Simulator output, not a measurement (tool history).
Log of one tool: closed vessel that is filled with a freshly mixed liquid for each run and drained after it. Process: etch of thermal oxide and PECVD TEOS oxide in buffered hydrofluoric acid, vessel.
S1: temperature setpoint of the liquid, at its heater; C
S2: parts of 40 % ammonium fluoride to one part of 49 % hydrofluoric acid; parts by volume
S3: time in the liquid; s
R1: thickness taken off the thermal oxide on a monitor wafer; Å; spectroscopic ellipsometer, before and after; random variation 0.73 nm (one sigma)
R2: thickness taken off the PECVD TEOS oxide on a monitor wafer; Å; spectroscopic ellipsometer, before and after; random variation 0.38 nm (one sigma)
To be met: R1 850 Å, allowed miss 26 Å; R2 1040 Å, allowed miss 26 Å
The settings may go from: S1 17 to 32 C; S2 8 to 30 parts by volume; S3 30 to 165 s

run,day,S1,S2,S3,R1,R2
1,0,25,22.5,85,470.03,575.38
2,0.05,25,22.5,100,552.96,683.43
3,0.4,22,22.5,100,468.43,582.28
4,0.542,19,22.5,100,398.31,488.03
5,0.854,19,18,100,495.15,599.83
6,0.896,21,18,100,555.21,668.34
7,1.138,22.5,18,100,588.71,730.83
8,1.508,23.5,18,100,639.4,771.19
9,1.725,24.5,18,100,675.9,812.79
10,1.771,25,18,100,687.4,835.16
# day 1.888: hydrofluoric acid flow meter replaced
11,1.888,25.5,18,100,660.7,795.68
12,1.967,26.5,18,100,692.79,849.04
13,2.05,27.5,18,100,736.68,895.57

Which of these 4 next moves meets every target?
A,2.133,28,21,130,?,?
B,2.133,27,18.5,130,?,?
C,2.133,31.5,15,85,?,?
D,2.133,30.5,20.5,120,?,?

move,R1,R2
A,841.61,1034.8
B,890.64,1095
C,907.76,1116.1
D,901.75,1108.7
A: meets every target
B: takes the result that was furthest off past its target
C: takes the result that was furthest off past its target
D: takes the result that was furthest off past its target
Move A is the one to make.
